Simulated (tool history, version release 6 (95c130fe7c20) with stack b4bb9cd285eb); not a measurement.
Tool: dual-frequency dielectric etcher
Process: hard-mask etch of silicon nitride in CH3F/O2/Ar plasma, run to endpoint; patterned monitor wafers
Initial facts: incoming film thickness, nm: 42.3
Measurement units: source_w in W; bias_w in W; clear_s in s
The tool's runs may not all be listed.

| run | hour | source_w | bias_w | clear_s |
|---|---|---|---|---|
| 1 | 0.0 | 550 | 76 | 53.961 |
| 2 | 3.0 | 640 | 76 | 50.262 |
| 3 | 8.5 | 570 | 72 | 54.049 |
| 4 | 12.7 | 570 | 79 | 52.838 |
| 5 | 19.2 | 570 | 84 | 51.362 |
| 6 | 25.6 | 570 | 74 | 53.882 |
|  | 32.9 | bias power generator calibrated |
| 7 | 32.9 | 520 | 71 | 55.880 |

Forecast run 8:
| 8 | 35.0 | 470 | 67 | ? |

{"run 8": {"clear_s": 60.024}}

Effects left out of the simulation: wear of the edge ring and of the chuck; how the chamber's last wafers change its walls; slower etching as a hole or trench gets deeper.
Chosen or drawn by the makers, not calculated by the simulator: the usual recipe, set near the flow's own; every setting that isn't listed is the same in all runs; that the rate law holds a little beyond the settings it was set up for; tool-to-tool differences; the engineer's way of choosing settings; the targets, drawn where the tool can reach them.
